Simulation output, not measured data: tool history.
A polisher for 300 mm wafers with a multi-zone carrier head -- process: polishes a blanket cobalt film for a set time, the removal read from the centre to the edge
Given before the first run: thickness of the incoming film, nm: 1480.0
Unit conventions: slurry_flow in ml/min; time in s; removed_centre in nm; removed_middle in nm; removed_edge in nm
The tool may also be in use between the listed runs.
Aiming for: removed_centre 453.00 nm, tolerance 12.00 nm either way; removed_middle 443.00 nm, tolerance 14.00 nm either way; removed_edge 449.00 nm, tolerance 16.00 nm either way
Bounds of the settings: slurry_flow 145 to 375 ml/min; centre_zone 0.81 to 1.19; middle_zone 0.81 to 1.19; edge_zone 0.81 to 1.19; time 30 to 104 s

run 1 day=0.000 | slurry_flow=240 centre_zone=1.00 middle_zone=1.00 edge_zone=1.00 time=67 | removed_centre=345.79 removed_middle=340.52 removed_edge=346.73
run 2 day=0.083 | slurry_flow=240 centre_zone=1.06 middle_zone=1.00 edge_zone=1.00 time=67 | removed_centre=359.10 removed_middle=339.11 removed_edge=347.64
run 3 day=0.379 | slurry_flow=245 centre_zone=1.07 middle_zone=1.01 edge_zone=1.02 time=68 | removed_centre=371.77 removed_middle=347.51 removed_edge=351.48
run 4 day=0.754 | slurry_flow=245 centre_zone=1.14 middle_zone=1.01 edge_zone=1.02 time=68 | removed_centre=388.79 removed_middle=352.87 removed_edge=349.31
run 5 day=0.925 | slurry_flow=270 centre_zone=1.14 middle_zone=1.01 edge_zone=1.02 time=68 | removed_centre=396.19 removed_middle=353.54 removed_edge=353.96
run 6 day=1.142 | slurry_flow=275 centre_zone=1.13 middle_zone=1.02 edge_zone=1.03 time=69 | removed_centre=404.98 removed_middle=357.30 removed_edge=372.69
run 7 day=1.292 | slurry_flow=275 centre_zone=1.13 middle_zone=1.04 edge_zone=1.03 time=70 | removed_centre=403.04 removed_middle=370.74 removed_edge=377.54
run 8 day=1.617 | slurry_flow=280 centre_zone=1.14 middle_zone=1.05 edge_zone=1.03 time=71 | removed_centre=413.02 removed_middle=383.86 removed_edge=379.64
run 9 day=1.671 | slurry_flow=285 centre_zone=1.14 middle_zone=1.06 edge_zone=1.04 time=71 | removed_centre=414.00 removed_middle=384.42 removed_edge=379.17
run 10 day=1.962 | slurry_flow=290 centre_zone=1.14 middle_zone=1.07 edge_zone=1.05 time=72 | removed_centre=419.85 removed_middle=389.07 removed_edge=381.71
run 11 day=2.079 | slurry_flow=270 centre_zone=1.09 middle_zone=1.09 edge_zone=1.15 time=83 | removed_centre=465.10 removed_middle=455.70 removed_edge=450.58

Below are 5 possible settings for the next run. Only one of them brings all results inside the allowed miss of their targets. Which is it?
run A day=2.196 | slurry_flow=320 centre_zone=1.05 middle_zone=1.13 edge_zone=1.11 time=82 | removed_centre=? removed_middle=? removed_edge=?
run B day=2.196 | slurry_flow=295 centre_zone=1.07 middle_zone=1.07 edge_zone=1.12 time=81 | removed_centre=? removed_middle=? removed_edge=?
run C day=2.196 | slurry_flow=250 centre_zone=1.14 middle_zone=1.11 edge_zone=1.04 time=86 | removed_centre=? removed_middle=? removed_edge=?
run D day=2.196 | slurry_flow=205 centre_zone=1.10 middle_zone=1.14 edge_zone=1.07 time=86 | removed_centre=? removed_middle=? removed_edge=?
run E day=2.196 | slurry_flow=190 centre_zone=1.06 middle_zone=0.99 edge_zone=1.01 time=93 | removed_centre=? removed_middle=? removed_edge=?

move=A removed_centre=457.29 removed_middle=471.61 removed_edge=455.96
move=B removed_centre=454.16 removed_middle=441.16 removed_edge=450.18
move=C removed_centre=496.53 removed_middle=474.82 removed_edge=454.21
move=D removed_centre=469.92 removed_middle=473.85 removed_edge=451.92
move=E removed_centre=487.55 removed_middle=449.55 removed_edge=472.15
A: brings the last run's worst result on target, with another outside its allowed miss
B: every result lands within tolerance
C: its largest miss is bigger than the last run's
D: its largest miss is bigger than the last run's
E: its largest miss is bigger than the last run's
Answer: B

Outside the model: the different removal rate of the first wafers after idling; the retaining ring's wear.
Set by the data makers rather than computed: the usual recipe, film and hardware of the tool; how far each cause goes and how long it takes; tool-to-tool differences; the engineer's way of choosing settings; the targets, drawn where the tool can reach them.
